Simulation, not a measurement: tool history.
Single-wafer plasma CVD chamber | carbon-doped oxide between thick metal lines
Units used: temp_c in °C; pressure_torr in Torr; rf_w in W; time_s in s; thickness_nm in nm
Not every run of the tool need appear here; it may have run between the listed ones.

| run | hour | temp_c | pressure_torr | rf_w | time_s | thickness_nm |
|---|---|---|---|---|---|---|
| 1 | 0 | 350 | 6.52 | 465 | 195 | 972.04 |
| 2 | 6 | 352 | 6.32 | 460 | 195 | 949.65 |
| 3 | 7.5 | 354 | 6.18 | 460 | 195 | 948.23 |
| 4 | 12.2 | 355 | 6.02 | 455 | 195 | 932.77 |
| 5 | 13.1 | 346 | 6.02 | 455 | 195 | 952.48 |
| 6 | 20.9 | 355 | 6.02 | 455 | 195 | 933.85 |

Run 7 has not been measured yet. What should we expect?
| 7 | 29.5 | 355 | 6.02 | 455 | 195 | ? |

Run 7 produced thickness_nm 938.91 nm.
